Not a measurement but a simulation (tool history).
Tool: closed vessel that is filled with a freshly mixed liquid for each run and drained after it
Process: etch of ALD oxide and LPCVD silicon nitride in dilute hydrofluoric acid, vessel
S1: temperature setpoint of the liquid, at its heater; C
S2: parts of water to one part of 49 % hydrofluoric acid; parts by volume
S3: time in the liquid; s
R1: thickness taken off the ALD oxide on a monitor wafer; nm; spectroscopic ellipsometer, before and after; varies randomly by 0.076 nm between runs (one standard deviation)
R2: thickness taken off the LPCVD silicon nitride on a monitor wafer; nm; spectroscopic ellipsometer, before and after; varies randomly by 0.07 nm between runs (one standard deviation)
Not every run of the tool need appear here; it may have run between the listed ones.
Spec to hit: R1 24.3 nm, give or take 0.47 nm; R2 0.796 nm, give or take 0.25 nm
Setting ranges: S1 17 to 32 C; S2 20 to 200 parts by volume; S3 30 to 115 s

run    day    S1   S2  S3      R1       R2
  1      0    24  110  60  8.4339  0.23488
  2  0.246    24   95  60  9.8771  0.31691
  3  0.371    24   95  85  14.035  0.47541
  4  0.433    24  125  85  10.303  0.34472
  5  0.708    26  125  85  11.127  0.36766
  6  0.871    28  125  85  11.987  0.40771
  7  1.075    28  125  85  11.928  0.40978
  8  1.162    29  110  85  14.396  0.46213
  9  1.421    30  100  85  16.658  0.60219
 10  1.538  30.5   90  85  19.216  0.63432
 11  1.825    32   70  85  26.845  0.92948
 12  2.017  31.5   70  85  26.351  0.73682
 13  2.054    31   70  85  25.914   1.0406
 14    2.2  30.5   70  85  25.519  0.84682
 15  2.388    30   70  85  24.803  0.78162

Below are 5 possible settings for the next run. Only one of them brings all results inside the allowed miss of their targets. Which is it?
  A  2.575    29  65   80   ?   ?
  B  2.575    32  85  100   ?   ?
  C  2.575    27  55   75   ?   ?
  D  2.575  25.5  45   65   ?   ?
  E  2.575    26  50   70   ?   ?

move      R1       R2
   A  24.401  0.74614
   B  25.385  0.86241
   C  25.343  0.72449
   D  25.622  0.69231
   E  25.168  0.69517
A: hits every target within its allowed miss
B: misses by more than the last run did
C: misses by more than the last run did
D: misses by more than the last run did
E: misses by more than the last run did
So the answer is move A, the one that meets all the targets.
